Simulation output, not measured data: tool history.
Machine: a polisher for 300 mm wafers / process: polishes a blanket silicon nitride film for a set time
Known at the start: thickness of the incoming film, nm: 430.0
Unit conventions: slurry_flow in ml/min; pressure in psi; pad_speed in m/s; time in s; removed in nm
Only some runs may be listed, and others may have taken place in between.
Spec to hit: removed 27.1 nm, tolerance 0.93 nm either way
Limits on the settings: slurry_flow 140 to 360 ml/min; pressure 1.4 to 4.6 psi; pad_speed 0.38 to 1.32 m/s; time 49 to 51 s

run	day	slurry_flow	pressure	pad_speed	time	removed
1	0	230	3	0.84	49	53.062
2	0.162	230	2.8	0.82	49	49.118
3	0.221	230	2.8	0.82	51	51.24
4	0.417	230	3.2	0.82	51	58.404
5	0.629	230	3.2	0.82	51	58.375
6	0.908	230	3.2	0.68	51	52.285
7	1.196	230	2.9	0.66	51	46.351
8	1.296	230	2.7	0.66	51	42.423
9	1.571	225	1.9	0.64	51	30.171
10	1.804	220	1.8	0.64	51	28.808
11	2.029	215	1.8	0.64	51	28.55
12	2.3	205	1.6	0.64	51	25.481
13	2.383	205	1.6	0.64	51	25.176
14	2.588	205	1.6	0.64	51	25.511
15	2.946	210	1.6	0.64	51	25.327
16	3.188	215	1.6	0.64	51	25.487
17	3.438	220	1.6	0.64	51	25.192

5 next moves are on the table. One of them brings every result within its allowed miss. Which?
A	3.688	255	1.6	0.74	49	?
B	3.688	235	1.5	0.64	50	?
C	3.688	225	1.8	0.66	51	?
D	3.688	210	1.5	0.6	51	?
E	3.688	235	1.4	0.66	49	?

move	removed
A	26.695
B	23.3
C	28.643
D	22.625
E	21.796
A: all results in spec
B: the biggest miss grows against the last run
C: moves the result that the last run missed by most past its target, out the other side
D: the biggest miss grows against the last run
E: the biggest miss grows against the last run
Answer: A

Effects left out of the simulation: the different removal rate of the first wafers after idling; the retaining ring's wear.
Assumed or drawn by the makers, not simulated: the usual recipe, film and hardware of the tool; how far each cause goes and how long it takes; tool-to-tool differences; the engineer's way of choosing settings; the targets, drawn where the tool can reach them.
